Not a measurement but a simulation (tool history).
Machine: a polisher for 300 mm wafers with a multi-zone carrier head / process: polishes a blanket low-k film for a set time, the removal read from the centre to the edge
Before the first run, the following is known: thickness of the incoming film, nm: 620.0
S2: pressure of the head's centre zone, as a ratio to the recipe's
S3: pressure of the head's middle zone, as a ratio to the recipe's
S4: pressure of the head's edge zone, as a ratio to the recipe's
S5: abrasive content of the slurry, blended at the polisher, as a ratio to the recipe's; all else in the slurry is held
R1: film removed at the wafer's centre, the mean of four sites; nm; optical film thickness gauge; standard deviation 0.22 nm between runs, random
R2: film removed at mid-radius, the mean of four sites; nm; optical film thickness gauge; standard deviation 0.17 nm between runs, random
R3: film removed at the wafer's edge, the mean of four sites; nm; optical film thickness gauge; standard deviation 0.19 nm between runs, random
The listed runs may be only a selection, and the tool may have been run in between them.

Run 1, hour 0: flow of slurry (ml/min) 170, S2 1, S3 1, S4 1, S5 1, polishing time (s) 68. Result: R1 23.524 nm, R2 21.608 nm, R3 22.271 nm.
Run 2, hour 4.9: flow of slurry (ml/min) 190, S2 1, S3 1, S4 1, S5 1, polishing time (s) 68. Result: R1 24.719 nm, R2 21.924 nm, R3 22.63 nm.
Run 3, hour 8.2: flow of slurry (ml/min) 215, S2 1, S3 1, S4 1, S5 1, polishing time (s) 68. Result: R1 24.414 nm, R2 22.468 nm, R3 22.573 nm.
Run 4, hour 12.3: flow of slurry (ml/min) 215, S2 1, S3 1, S4 1, S5 1.2, polishing time (s) 68. Result: R1 26.558 nm, R2 24.342 nm, R3 24.805 nm.
Run 5, hour 16.8: flow of slurry (ml/min) 215, S2 0.98, S3 1.02, S4 0.98, S5 1.2, polishing time (s) 68. Result: R1 26.005 nm, R2 24.733 nm, R3 24.62 nm.
Run 6, hour 19: flow of slurry (ml/min) 250, S2 0.98, S3 1.02, S4 0.98, S5 1.2, polishing time (s) 68. Result: R1 27.09 nm, R2 25.078 nm, R3 24.931 nm.
At hour 20.6: centre zone pressure recalibrated.
Run 7, hour 20.6: flow of slurry (ml/min) 240, S2 0.96, S3 1.05, S4 0.96, S5 1.2, polishing time (s) 68. Result: R1 24.604 nm, R2 25.473 nm, R3 24.38 nm.

Run 8 has not been measured yet. What should we expect?
Run 8, hour 24.6: flow of slurry (ml/min) 250, S2 0.99, S3 1.09, S4 0.86, S5 1.2, polishing time (s) 68. Result: R1 ?, R2 ?, R3 ?.

Logged for run 8: R1 25.5 nm, R2 26.877 nm, R3 23.928 nm.
